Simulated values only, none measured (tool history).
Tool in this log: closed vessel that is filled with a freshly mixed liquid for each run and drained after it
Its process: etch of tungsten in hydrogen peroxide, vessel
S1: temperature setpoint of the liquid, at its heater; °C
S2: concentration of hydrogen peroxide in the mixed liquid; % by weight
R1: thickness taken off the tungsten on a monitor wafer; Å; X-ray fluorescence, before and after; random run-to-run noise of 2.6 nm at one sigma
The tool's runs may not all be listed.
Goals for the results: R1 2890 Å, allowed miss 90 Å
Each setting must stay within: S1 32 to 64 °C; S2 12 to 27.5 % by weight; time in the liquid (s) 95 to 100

run 1 day=0 | S1=48 S2=18.5 time_in_the_liquid_(s)=95 | R1=1159.7
run 2 day=0.329 | S1=52 S2=18.5 time_in_the_liquid_(s)=95 | R1=1487.7
run 3 day=0.446 | S1=49 S2=18.5 time_in_the_liquid_(s)=95 | R1=1233.1
run 4 day=0.583 | S1=52.5 S2=18.5 time_in_the_liquid_(s)=95 | R1=1520
run 5 day=0.829 | S1=55.5 S2=18.5 time_in_the_liquid_(s)=95 | R1=1837.4
run 6 day=1.125 | S1=55.5 S2=22.5 time_in_the_liquid_(s)=95 | R1=2034.3
run 7 day=1.233 | S1=57 S2=22.5 time_in_the_liquid_(s)=95 | R1=2204.2
run 8 day=1.346 | S1=58 S2=22.5 time_in_the_liquid_(s)=95 | R1=2324.3
run 9 day=1.688 | S1=59 S2=22.5 time_in_the_liquid_(s)=95 | R1=2492.1
run 10 day=1.838 | S1=59 S2=22.5 time_in_the_liquid_(s)=95 | R1=2499.7

4 candidate next runs follow, results not yet known. Just one meets every target within its allowed miss. Identify it.
run A day=1.988 | S1=55.5 S2=25 time_in_the_liquid_(s)=100 | R1=?
run B day=1.988 | S1=61 S2=22.5 time_in_the_liquid_(s)=100 | R1=?
run C day=1.988 | S1=60.5 S2=27.5 time_in_the_liquid_(s)=100 | R1=?
run D day=1.988 | S1=61 S2=24.5 time_in_the_liquid_(s)=100 | R1=?

move=A R1=2247.3
move=B R1=2935
move=C R1=3153.2
move=D R1=3062.7
A: further off than the last run
B: all results land within tolerance of their targets
C: moves the result that the last run missed by most past its target, out the other side
D: moves the result that the last run missed by most past its target, out the other side
Answer: B
